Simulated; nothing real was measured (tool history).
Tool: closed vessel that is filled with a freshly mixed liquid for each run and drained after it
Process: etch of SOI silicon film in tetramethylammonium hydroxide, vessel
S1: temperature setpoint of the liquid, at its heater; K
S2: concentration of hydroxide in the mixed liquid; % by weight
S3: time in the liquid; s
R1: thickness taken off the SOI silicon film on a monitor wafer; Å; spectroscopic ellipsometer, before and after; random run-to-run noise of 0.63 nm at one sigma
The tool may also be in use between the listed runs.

Run 1, day 0: S1 335.15 K, S2 16.5 % by weight, S3 30 s. Result: R1 1002.1 Å.
Run 2, day 0.192: S1 334.65 K, S2 16.5 % by weight, S3 30 s. Result: R1 964.66 Å.
Run 3, day 0.321: S1 334.65 K, S2 18 % by weight, S3 30 s. Result: R1 934.13 Å.
Run 4, day 0.546: S1 329.15 K, S2 18 % by weight, S3 30 s. Result: R1 663.35 Å.
Run 5, day 0.858: S1 330.65 K, S2 18 % by weight, S3 30 s. Result: R1 740.11 Å.
Run 6, day 1.192: S1 330.65 K, S2 20.5 % by weight, S3 30 s. Result: R1 686.08 Å.
Run 7, day 1.462: S1 331.65 K, S2 20.5 % by weight, S3 30 s. Result: R1 724.23 Å.
Run 8, day 1.542: S1 332.65 K, S2 20.5 % by weight, S3 30 s. Result: R1 784.78 Å.

Predict the results of run 9:
Run 9, day 1.829: S1 333.15 K, S2 20.5 % by weight, S3 30 s. Result: R1 ?.

R1: 806.32 Å
